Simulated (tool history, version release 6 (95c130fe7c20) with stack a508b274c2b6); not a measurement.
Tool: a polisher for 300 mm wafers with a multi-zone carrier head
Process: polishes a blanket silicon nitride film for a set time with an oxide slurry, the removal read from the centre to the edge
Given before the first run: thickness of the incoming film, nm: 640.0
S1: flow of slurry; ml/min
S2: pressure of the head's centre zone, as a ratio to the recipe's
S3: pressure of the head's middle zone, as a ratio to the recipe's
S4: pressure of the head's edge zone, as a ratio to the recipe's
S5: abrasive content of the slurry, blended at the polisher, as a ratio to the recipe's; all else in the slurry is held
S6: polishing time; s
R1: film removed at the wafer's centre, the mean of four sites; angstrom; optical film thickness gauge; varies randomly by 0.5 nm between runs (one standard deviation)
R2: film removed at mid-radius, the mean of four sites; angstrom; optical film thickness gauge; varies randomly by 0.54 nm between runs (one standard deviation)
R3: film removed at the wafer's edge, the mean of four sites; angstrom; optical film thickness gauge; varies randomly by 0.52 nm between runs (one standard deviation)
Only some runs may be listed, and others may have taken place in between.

run    day   S1    S2    S3    S4    S5  S6      R1      R2      R3
  1  0.000  240  1.00  1.00  1.00  1.00  43  542.26  550.70  536.72
  2  0.046  235  0.96  0.98  0.97  0.90  43  485.10  499.03  494.49
  3  0.342  235  0.96  0.98  0.97  0.90  54  604.89  660.75  635.31
  4  0.633  235  0.88  0.98  0.97  0.90  54  553.83  638.50  623.00
  5  0.950  235  0.87  0.96  0.93  0.75  53  500.42  582.17  554.49
  6  0.996  235  0.81  0.96  0.93  0.75  53  471.41  576.75  555.49
  7  1.079  230  0.82  0.93  0.90  0.65  52  446.52  520.52  510.63

Run 8, settings as shown, results not yet in. Your forecast:
  8  1.425  225  0.82  0.92  0.88  0.60  51   ?   ?   ?

Run 8 produced R1 406.00 angstrom, R2 492.34 angstrom, R3 474.93 angstrom.
